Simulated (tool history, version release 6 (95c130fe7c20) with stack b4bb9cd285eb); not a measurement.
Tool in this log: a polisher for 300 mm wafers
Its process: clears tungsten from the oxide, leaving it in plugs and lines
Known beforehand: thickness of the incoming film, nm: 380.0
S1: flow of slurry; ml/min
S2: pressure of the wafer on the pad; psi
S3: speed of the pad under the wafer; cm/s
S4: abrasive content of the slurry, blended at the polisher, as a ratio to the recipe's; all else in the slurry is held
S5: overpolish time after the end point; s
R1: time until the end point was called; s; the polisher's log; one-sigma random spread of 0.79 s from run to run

run    day   S1   S2   S3   S4  S5      R1
  1  0.000  210  3.4  132  1.0  51  87.860
  2  0.296  210  3.5  132  1.0  51  84.779
  3  0.471  210  3.5  116  1.0  51  96.661
  4  0.833  210  3.7  116  1.0  51  89.203
  5  0.983  210  3.8  116  1.0  51  87.862
  6  1.083  210  4.2  116  1.0  51  80.974

Run 7 comes next. What will it give?
  7  1.150  210  4.3  116  1.0  51   ?

{"run 7": {"R1": 78.895}}
